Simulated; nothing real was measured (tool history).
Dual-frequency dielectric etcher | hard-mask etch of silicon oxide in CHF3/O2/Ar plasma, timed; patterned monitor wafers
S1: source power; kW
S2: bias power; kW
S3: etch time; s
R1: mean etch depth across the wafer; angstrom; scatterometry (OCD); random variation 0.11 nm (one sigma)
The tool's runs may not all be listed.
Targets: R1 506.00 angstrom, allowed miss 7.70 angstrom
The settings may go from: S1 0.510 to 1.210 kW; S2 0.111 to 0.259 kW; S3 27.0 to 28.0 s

run  hour     S1     S2    S3      R1
  1   0.0  0.860  0.185  27.0  623.46
  2   1.9  0.940  0.185  27.0  648.27
  3  10.7  0.940  0.185  28.0  671.33
  4  12.0  0.840  0.169  28.0  626.87
  5  18.4  0.890  0.169  28.0  645.01
  6  20.2  0.800  0.157  28.0  606.39
  7  24.0  0.730  0.148  28.0  572.57
  8  32.9  0.550  0.138  28.0  488.29
  9  36.0  0.550  0.138  28.0  489.28
 10  41.4  0.560  0.138  28.0  495.28

Which of these 4 next moves meets every target?
  A  46.8  0.550  0.186  28.0   ?
  B  46.8  0.540  0.153  27.5   ?
  C  46.8  0.580  0.150  27.5   ?
  D  46.8  0.570  0.116  28.0   ?

move      R1
   A  524.20
   B  488.89
   C  504.90
   D  485.25
A: takes the result that was furthest off past its target
B: further off than the last run
C: meets every target
D: further off than the last run
Move C is the one to make.
